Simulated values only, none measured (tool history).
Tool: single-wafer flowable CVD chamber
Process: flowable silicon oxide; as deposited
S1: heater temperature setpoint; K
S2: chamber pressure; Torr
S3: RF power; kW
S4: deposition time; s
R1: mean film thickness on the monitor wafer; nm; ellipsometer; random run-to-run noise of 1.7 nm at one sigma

run	hour	S1	S2	S3	S4	R1
1	0	378.15	1.07	1.625	1014	661.73
2	3	378.15	1.07	1.755	1014	673.43
3	11.8	382.15	1.07	1.755	1014	599.63
4	16.8	389.15	1.07	1.755	1014	492.57
5	23.5	389.15	1.22	1.755	1014	563.14
6	27.2	389.15	1.22	1.755	1045	577.88
7	35.8	392.15	1.2	1.755	1045	520.75
8	40	394.15	1.18	1.755	1045	488.45

Expected results for the next run?
9	43.4	396.15	1.16	1.755	1045	?

{"run 9": {"R1": 459.82}}

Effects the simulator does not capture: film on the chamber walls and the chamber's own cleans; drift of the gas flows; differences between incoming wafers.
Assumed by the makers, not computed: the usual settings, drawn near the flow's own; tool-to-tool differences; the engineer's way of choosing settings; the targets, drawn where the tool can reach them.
